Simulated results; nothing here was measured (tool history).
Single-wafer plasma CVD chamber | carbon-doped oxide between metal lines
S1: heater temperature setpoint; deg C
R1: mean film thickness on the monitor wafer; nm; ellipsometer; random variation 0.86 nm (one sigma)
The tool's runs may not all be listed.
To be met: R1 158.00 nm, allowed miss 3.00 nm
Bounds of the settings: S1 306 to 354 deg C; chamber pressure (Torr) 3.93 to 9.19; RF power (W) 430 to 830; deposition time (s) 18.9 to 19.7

{"run": 1, "hour": 0.0, "S1": 330, "chamber pressure (Torr)": 6.56, "RF power (W)": 630, "deposition time (s)": 19.7, "R1": 139.58}
{"run": 2, "hour": 4.4, "S1": 330, "chamber pressure (Torr)": 6.56, "RF power (W)": 555, "deposition time (s)": 19.7, "R1": 128.79}
{"run": 3, "hour": 12.6, "S1": 330, "chamber pressure (Torr)": 6.56, "RF power (W)": 615, "deposition time (s)": 19.7, "R1": 137.87}
{"run": 4, "hour": 18.5, "S1": 330, "chamber pressure (Torr)": 7.21, "RF power (W)": 615, "deposition time (s)": 19.7, "R1": 137.05}
{"run": 5, "hour": 20.5, "S1": 330, "chamber pressure (Torr)": 7.21, "RF power (W)": 705, "deposition time (s)": 19.7, "R1": 151.38}
{"run": 6, "hour": 22.6, "S1": 328, "chamber pressure (Torr)": 7.23, "RF power (W)": 710, "deposition time (s)": 19.7, "R1": 152.54}
{"run": 7, "hour": 27.2, "S1": 328, "chamber pressure (Torr)": 7.23, "RF power (W)": 710, "deposition time (s)": 19.7, "R1": 151.41}
{"run": 8, "hour": 32.6, "S1": 327, "chamber pressure (Torr)": 7.24, "RF power (W)": 720, "deposition time (s)": 19.7, "R1": 153.95}

5 next moves are on the table. One of them brings every result within its allowed miss. Which?
{"run": "A", "hour": 38.0, "S1": 322, "chamber pressure (Torr)": 6.83, "RF power (W)": 725, "deposition time (s)": 19.7, "R1": "?"}
{"run": "B", "hour": 38.0, "S1": 329, "chamber pressure (Torr)": 6.78, "RF power (W)": 720, "deposition time (s)": 19.7, "R1": "?"}
{"run": "C", "hour": 38.0, "S1": 327, "chamber pressure (Torr)": 7.32, "RF power (W)": 715, "deposition time (s)": 18.9, "R1": "?"}
{"run": "D", "hour": 38.0, "S1": 318, "chamber pressure (Torr)": 7.53, "RF power (W)": 705, "deposition time (s)": 19.2, "R1": "?"}
{"run": "E", "hour": 38.0, "S1": 331, "chamber pressure (Torr)": 6.82, "RF power (W)": 705, "deposition time (s)": 19.7, "R1": "?"}

move=A R1=157.51
move=B R1=153.23
move=C R1=148.05
move=D R1=153.67
move=E R1=150.25
A: meets every target
B: further off than the last run
C: further off than the last run
D: further off than the last run
E: further off than the last run
Answer: A
